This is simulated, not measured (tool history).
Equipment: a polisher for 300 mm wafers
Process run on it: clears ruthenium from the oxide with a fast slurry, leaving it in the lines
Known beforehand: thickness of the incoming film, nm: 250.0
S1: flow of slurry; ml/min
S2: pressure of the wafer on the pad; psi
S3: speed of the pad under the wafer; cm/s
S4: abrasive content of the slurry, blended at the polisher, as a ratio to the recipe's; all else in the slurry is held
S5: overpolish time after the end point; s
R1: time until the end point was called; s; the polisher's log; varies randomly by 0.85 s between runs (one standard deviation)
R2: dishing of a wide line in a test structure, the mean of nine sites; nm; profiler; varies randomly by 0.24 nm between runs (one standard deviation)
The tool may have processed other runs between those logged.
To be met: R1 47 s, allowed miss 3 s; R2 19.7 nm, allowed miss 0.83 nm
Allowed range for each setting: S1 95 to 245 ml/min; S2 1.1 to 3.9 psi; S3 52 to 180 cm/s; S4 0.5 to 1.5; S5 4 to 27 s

| run | day | S1 | S2 | S3 | S4 | S5 | R1 | R2 |
|---|---|---|---|---|---|---|---|---|
| 1 | 0 | 155 | 2.5 | 116 | 1 | 14 | 49.1 | 36.162 |
| 2 | 0.088 | 155 | 3.1 | 116 | 1 | 14 | 39.591 | 39.916 |
| 3 | 0.133 | 155 | 3.3 | 102 | 1 | 12 | 42.293 | 35.527 |
| 4 | 0.35 | 140 | 3.4 | 100 | 0.9 | 10 | 44.293 | 30.206 |
| 5 | 0.704 | 130 | 3.5 | 100 | 0.8 | 9 | 44.868 | 27.544 |
| 6 | 0.792 | 130 | 3.1 | 100 | 0.8 | 9 | 51.428 | 25.435 |
| 7 | 1.004 | 140 | 3.4 | 90 | 0.8 | 4 | 49.382 | 13.111 |
| 8 | 1.242 | 130 | 3.5 | 92 | 0.8 | 4 | 49.833 | 13.59 |
| 9 | 1.338 | 125 | 3.5 | 98 | 0.75 | 4 | 48.273 | 13.607 |
| 10 | 1.638 | 125 | 3.5 | 98 | 0.8 | 5 | 48.285 | 16.833 |
| 11 | 1.867 | 120 | 3.6 | 98 | 0.8 | 5 | 47.469 | 17.568 |
| 12 | 2.05 | 115 | 3.6 | 98 | 0.8 | 5 | 47.891 | 16.851 |
| 13 | 2.2 | 110 | 3.6 | 100 | 0.8 | 5 | 46.592 | 17.368 |
| 14 | 2.4 | 110 | 3.6 | 100 | 0.8 | 8 | 47.02 | 25.32 |
| 15 | 2.638 | 125 | 3.6 | 100 | 0.8 | 5 | 44.171 | 17.475 |

4 candidate next runs follow, results not yet known. Just one meets every target within its allowed miss. Identify it.
| A | 2.875 | 120 | 3.5 | 78 | 0.8 | 7 | ? | ? |
| B | 2.875 | 100 | 3 | 104 | 1 | 6 | ? | ? |
| C | 2.875 | 140 | 3.6 | 108 | 0.9 | 5 | ? | ? |
| D | 2.875 | 140 | 2.9 | 90 | 0.9 | 7 | ? | ? |

| move | R1 | R2 |
|---|---|---|
| A | 54.546 | 20.259 |
| B | 47.962 | 19.841 |
| C | 40.313 | 19.702 |
| D | 54.91 | 20.15 |
A: gets the furthest-off result to its target, but another result is out of tolerance
B: every result lands within tolerance
C: gets the furthest-off result to its target, but another result is out of tolerance
D: gets the furthest-off result to its target, but another result is out of tolerance
The right move is B.
